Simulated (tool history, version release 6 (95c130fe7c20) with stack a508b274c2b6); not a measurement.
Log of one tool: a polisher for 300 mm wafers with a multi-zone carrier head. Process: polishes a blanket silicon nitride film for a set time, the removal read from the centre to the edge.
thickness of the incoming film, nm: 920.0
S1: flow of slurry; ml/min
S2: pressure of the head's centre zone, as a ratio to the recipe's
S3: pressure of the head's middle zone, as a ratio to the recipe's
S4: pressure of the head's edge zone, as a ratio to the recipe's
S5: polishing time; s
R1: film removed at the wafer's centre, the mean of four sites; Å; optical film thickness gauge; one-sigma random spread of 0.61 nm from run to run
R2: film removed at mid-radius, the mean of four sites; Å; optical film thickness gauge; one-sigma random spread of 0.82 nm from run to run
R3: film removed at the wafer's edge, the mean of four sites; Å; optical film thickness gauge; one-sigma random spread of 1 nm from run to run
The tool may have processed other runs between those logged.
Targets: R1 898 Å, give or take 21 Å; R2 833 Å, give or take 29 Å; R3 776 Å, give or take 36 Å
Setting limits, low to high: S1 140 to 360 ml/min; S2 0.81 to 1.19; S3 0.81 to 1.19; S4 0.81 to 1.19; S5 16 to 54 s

| run | hour | S1 | S2 | S3 | S4 | S5 | R1 | R2 | R3 |
|---|---|---|---|---|---|---|---|---|---|
| 1 | 0 | 230 | 1 | 1 | 1 | 35 | 708.47 | 705.37 | 686.32 |
| 2 | 5.1 | 230 | 1 | 1 | 1 | 28 | 574.87 | 561.97 | 551.29 |
| 3 | 9.6 | 230 | 1 | 0.93 | 1 | 28 | 574.4 | 520.72 | 555.86 |
| 4 | 15.2 | 230 | 1.05 | 0.93 | 1 | 28 | 602.14 | 527.06 | 550.6 |
| 5 | 23.6 | 230 | 1.05 | 0.93 | 1 | 25 | 536.13 | 468.72 | 496.54 |
| 6 | 24.1 | 245 | 1.07 | 0.96 | 1.03 | 28 | 616.24 | 539.66 | 562.75 |
| 7 | 27.2 | 260 | 1.09 | 1 | 1.06 | 30 | 678.83 | 606.18 | 611.17 |
| 8 | 32.3 | 270 | 1.11 | 1.03 | 1.08 | 31 | 703.89 | 643.82 | 631.72 |
| 9 | 37.6 | 280 | 1.13 | 1.05 | 1.1 | 32 | 744.56 | 674.49 | 671.5 |
| 10 | 42.4 | 280 | 1.13 | 1.05 | 1.1 | 32 | 748.32 | 674.96 | 668.47 |
| 11 | 46.3 | 290 | 1.14 | 1.07 | 1.11 | 33 | 788.31 | 719.39 | 675.08 |

Which of these 4 next moves meets every target?
| A | 50.2 | 245 | 0.97 | 1.13 | 1.19 | 36 | ? | ? | ? |
| B | 50.2 | 325 | 1.14 | 1.1 | 1.08 | 37 | ? | ? | ? |
| C | 50.2 | 140 | 0.9 | 0.96 | 1.19 | 40 | ? | ? | ? |
| D | 50.2 | 210 | 0.99 | 0.86 | 1.19 | 35 | ? | ? | ? |

| move | R1 | R2 | R3 |
|---|---|---|---|
| A | 724.53 | 814.37 | 773.55 |
| B | 901.62 | 838.73 | 776.37 |
| C | 691.14 | 736.7 | 819.63 |
| D | 704.66 | 618.83 | 745.57 |
A: lands further from the targets than the last run did
B: in spec on every target
C: lands further from the targets than the last run did
D: lands further from the targets than the last run did
So the answer is move B, the one that meets all the targets.
